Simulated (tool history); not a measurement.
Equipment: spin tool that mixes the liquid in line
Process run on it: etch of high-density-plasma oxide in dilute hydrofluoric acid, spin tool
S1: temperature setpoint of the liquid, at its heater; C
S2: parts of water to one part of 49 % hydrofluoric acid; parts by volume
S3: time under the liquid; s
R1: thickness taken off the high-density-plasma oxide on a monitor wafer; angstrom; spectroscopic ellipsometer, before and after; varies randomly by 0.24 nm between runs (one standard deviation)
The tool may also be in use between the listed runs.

| run | hour | S1 | S2 | S3 | R1 |
|---|---|---|---|---|---|
| 1 | 0 | 20 | 80 | 100 | 84.631 |
| 2 | 5.4 | 21.5 | 80 | 100 | 89.215 |
| 3 | 10.1 | 23.5 | 80 | 100 | 96.017 |
| 4 | 17.1 | 23.5 | 105 | 100 | 72.79 |
| 5 | 25.1 | 24.5 | 85 | 100 | 93.973 |
| 6 | 33.9 | 24.5 | 70 | 100 | 116.67 |
|  | 39.8 | thermometer replaced |
| 7 | 39.8 | 28 | 40 | 100 | 268.34 |
| 8 | 45.8 | 27.5 | 40 | 100 | 259.59 |
| 9 | 48.1 | 27 | 40 | 100 | 252.44 |
| 10 | 53.9 | 26.5 | 40 | 100 | 250.85 |

Run 11 has not been measured yet. What should we expect?
| 11 | 62.3 | 26.5 | 40 | 100 | ? |

Run 11 gave R1 249.89 angstrom.
